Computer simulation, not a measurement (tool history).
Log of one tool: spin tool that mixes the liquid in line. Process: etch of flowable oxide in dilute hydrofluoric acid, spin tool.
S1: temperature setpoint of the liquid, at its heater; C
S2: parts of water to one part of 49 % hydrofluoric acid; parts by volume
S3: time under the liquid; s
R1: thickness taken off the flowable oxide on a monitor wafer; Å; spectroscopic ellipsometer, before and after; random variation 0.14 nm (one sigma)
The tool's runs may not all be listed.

| run | day | S1 | S2 | S3 | R1 |
|---|---|---|---|---|---|
| 1 | 0 | 21 | 80 | 35 | 139.66 |
| 2 | 0.283 | 21 | 80 | 25 | 100.02 |
| 3 | 0.55 | 22.5 | 70 | 25 | 123.66 |
| 4 | 0.921 | 24 | 60 | 25 | 154.8 |
| 5 | 1.279 | 24 | 60 | 25 | 155.55 |
| 6 | 1.608 | 25.5 | 60 | 25 | 164.77 |
| 7 | 1.854 | 26 | 55 | 25 | 184.85 |
| 8 | 2.046 | 26.5 | 50 | 25 | 207.67 |
| 9 | 2.246 | 27 | 50 | 25 | 213.58 |

The next listed run, before its measurement:
| 10 | 2.338 | 27.5 | 50 | 25 | ? |

R1: 217.58 Å
